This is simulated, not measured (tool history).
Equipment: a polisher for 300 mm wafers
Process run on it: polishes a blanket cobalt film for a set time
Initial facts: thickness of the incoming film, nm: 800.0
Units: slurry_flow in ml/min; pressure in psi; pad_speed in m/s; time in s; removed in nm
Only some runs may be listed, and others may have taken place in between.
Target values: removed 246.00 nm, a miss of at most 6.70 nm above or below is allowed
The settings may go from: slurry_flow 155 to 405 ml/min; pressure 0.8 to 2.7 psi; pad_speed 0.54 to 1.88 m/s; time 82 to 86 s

Run 1, hour 0.0: slurry_flow 260 ml/min, pressure 1.7 psi, pad_speed 1.20 m/s, time 82 s. Result: removed 357.53 nm.
Run 2, hour 4.2: slurry_flow 225 ml/min, pressure 1.7 psi, pad_speed 1.20 m/s, time 82 s. Result: removed 342.85 nm.
Run 3, hour 12.6: slurry_flow 220 ml/min, pressure 1.6 psi, pad_speed 1.20 m/s, time 82 s. Result: removed 324.66 nm.
Run 4, hour 17.0: slurry_flow 220 ml/min, pressure 1.6 psi, pad_speed 1.38 m/s, time 82 s. Result: removed 362.56 nm.
Run 5, hour 21.0: slurry_flow 220 ml/min, pressure 1.6 psi, pad_speed 1.64 m/s, time 82 s. Result: removed 425.63 nm.
Run 6, hour 21.9: slurry_flow 220 ml/min, pressure 1.6 psi, pad_speed 1.64 m/s, time 86 s. Result: removed 444.00 nm.
Run 7, hour 23.4: slurry_flow 215 ml/min, pressure 1.5 psi, pad_speed 1.62 m/s, time 86 s. Result: removed 417.48 nm.
Run 8, hour 30.2: slurry_flow 210 ml/min, pressure 1.4 psi, pad_speed 1.60 m/s, time 86 s. Result: removed 381.22 nm.

Which single option among these 4 for the next run brings every result within its allowed miss of target? Just one does.
Run A, hour 37.0: slurry_flow 205 ml/min, pressure 1.1 psi, pad_speed 1.42 m/s, time 82 s. Result: removed ?.
Run B, hour 37.0: slurry_flow 155 ml/min, pressure 0.9 psi, pad_speed 1.64 m/s, time 82 s. Result: removed ?.
Run C, hour 37.0: slurry_flow 190 ml/min, pressure 1.1 psi, pad_speed 1.40 m/s, time 82 s. Result: removed ?.
Run D, hour 37.0: slurry_flow 240 ml/min, pressure 0.8 psi, pad_speed 1.56 m/s, time 83 s. Result: removed ?.

move  removed
   A   267.07
   B   242.78
   C   260.88
   D   229.05
A: an improvement on the last run, though not all results are within tolerance
B: hits every target within its allowed miss
C: an improvement on the last run, though not all results are within tolerance
D: moves the result that the last run missed by most past its target, out the other side
The move that meets every target is B.

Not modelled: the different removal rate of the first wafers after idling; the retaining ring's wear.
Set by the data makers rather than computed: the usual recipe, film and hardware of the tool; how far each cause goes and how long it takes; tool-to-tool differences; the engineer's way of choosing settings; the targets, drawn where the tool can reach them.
